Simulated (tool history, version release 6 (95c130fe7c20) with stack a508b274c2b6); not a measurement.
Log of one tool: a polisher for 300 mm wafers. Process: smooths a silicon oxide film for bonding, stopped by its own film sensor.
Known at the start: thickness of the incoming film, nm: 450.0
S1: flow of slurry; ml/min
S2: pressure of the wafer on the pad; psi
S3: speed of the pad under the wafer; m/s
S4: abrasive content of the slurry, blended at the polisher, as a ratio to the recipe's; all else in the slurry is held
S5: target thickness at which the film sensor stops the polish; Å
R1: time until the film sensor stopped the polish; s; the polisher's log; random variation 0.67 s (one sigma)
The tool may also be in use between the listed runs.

run,hour,S1,S2,S3,S4,S5,R1
1,0.0,145,2.2,0.88,1.0,3650,92.864
2,0.6,145,2.2,0.88,0.8,3650,99.654
3,9.2,150,2.3,0.88,0.8,3650,95.864
4,13.3,150,2.3,0.72,0.8,3650,108.920
5,20.2,155,2.4,0.72,0.8,3650,103.050
6,27.9,135,2.4,0.72,0.8,3650,106.480
7,28.5,140,2.5,0.72,0.8,3650,103.890
8,31.1,150,2.6,0.72,0.8,3650,98.700
9,39.9,155,2.7,0.72,0.8,3650,97.645

Forecast run 10:
10,48.2,155,2.8,0.74,0.8,3650,?

Run 10 gave R1 92.520 s.
